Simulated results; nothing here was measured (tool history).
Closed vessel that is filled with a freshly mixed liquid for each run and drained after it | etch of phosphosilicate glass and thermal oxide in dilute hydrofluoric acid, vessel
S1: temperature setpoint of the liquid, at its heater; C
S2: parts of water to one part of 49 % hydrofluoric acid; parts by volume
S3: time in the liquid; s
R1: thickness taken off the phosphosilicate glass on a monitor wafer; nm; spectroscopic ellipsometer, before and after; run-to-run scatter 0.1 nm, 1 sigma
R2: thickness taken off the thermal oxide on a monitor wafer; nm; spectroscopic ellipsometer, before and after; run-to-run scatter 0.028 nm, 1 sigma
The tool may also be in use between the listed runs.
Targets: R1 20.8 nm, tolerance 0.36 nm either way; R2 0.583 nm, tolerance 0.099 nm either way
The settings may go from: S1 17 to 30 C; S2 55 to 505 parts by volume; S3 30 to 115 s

run	hour	S1	S2	S3	R1	R2
1	0	22	280	60	30.983	0.90268
2	6	23.5	280	60	32.858	0.94421
3	7.5	23.5	350	60	24.364	0.66945
4	8.1	23.5	350	75	30.562	0.89471
5	10.7	23.5	350	100	40.876	1.2124
6	14.6	26.5	350	100	45.376	1.2362
7	23	24	390	100	35.913	0.991
8	23.7	22	415	100	30.938	0.81472
9	30	20.5	435	100	27.651	0.75792

Pick the move, out of 4, that brings all results within their allowed miss; only one does.
A	36.3	17	395	80	?	?
B	36.3	17	350	55	?	?
C	36.3	17.5	400	75	?	?
D	36.3	17.5	280	90	?	?

move	R1	R2
A	22.138	0.69565
B	17.799	0.55931
C	20.786	0.65318
D	39.315	1.2354
A: gains on the last run, yet a result remains outside its allowed miss
B: takes the result that was furthest off past its target
C: every result within its allowed miss
D: moves away from the targets compared with the last run
The right move is C.
